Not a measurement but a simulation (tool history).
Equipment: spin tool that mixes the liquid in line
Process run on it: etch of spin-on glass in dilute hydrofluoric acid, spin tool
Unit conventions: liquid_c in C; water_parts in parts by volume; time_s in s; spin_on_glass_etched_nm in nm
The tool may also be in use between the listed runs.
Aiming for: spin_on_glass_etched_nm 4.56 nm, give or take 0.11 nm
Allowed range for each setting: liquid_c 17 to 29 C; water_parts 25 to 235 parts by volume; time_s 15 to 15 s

run	hour	liquid_c	water_parts	time_s	spin_on_glass_etched_nm
1	0	21	130	15	2.9671
2	8.4	21	130	15	2.961
3	15.6	23.5	130	15	3.255
4	19.3	23.5	105	15	4.1124
5	25.8	23.5	75	15	6.0558
6	27.8	23.5	75	15	6.015
7	33.9	19.5	80	15	4.7549
8	34.9	19	80	15	4.6797

Pick the move, out of 4, that brings all results within their allowed miss; only one does.
A	35.9	18	75	15	?
B	35.9	23	90	15	?
C	35.9	17	75	15	?
D	35.9	19	85	15	?

move	spin_on_glass_etched_nm
A	4.7604
B	4.7943
C	4.5617
D	4.3328
A: further off than the last run
B: further off than the last run
C: all results in spec
D: takes the result that was furthest off past its target
Correct choice: C, which meets every target
